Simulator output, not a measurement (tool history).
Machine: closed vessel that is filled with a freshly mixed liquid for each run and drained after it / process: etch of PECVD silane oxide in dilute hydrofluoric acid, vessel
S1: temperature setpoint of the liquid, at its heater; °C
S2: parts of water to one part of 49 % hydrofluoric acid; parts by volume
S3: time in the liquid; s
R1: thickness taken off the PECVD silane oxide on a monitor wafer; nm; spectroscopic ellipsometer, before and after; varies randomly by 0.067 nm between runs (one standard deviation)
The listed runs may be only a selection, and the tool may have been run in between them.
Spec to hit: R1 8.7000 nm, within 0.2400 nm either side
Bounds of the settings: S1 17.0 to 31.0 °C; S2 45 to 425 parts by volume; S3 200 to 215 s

run,hour,S1,S2,S3,R1
1,0.0,23.0,235,200,17.8180
2,9.1,23.0,165,200,26.6550
3,12.7,23.0,165,200,27.0210
4,14.1,21.5,205,200,19.6850
5,19.8,20.5,230,200,16.2940
6,26.2,19.5,250,200,14.2560
7,32.3,19.0,270,200,12.6730
8,33.4,18.5,285,200,11.5940

5 candidate next runs follow, results not yet known. Just one meets every target within its allowed miss. Identify it.
A,34.5,20.0,385,200,?
B,34.5,17.0,360,200,?
C,34.5,17.0,355,200,?
D,34.5,20.5,215,215,?
E,34.5,19.0,360,200,?

move,R1
A,8.3219
B,8.1857
C,8.3356
D,19.1290
E,8.7866
A: pushes the last run's worst result past its target
B: pushes the last run's worst result past its target
C: pushes the last run's worst result past its target
D: lands further from the targets than the last run did
E: in spec on every target
Correct choice: E, which meets every target
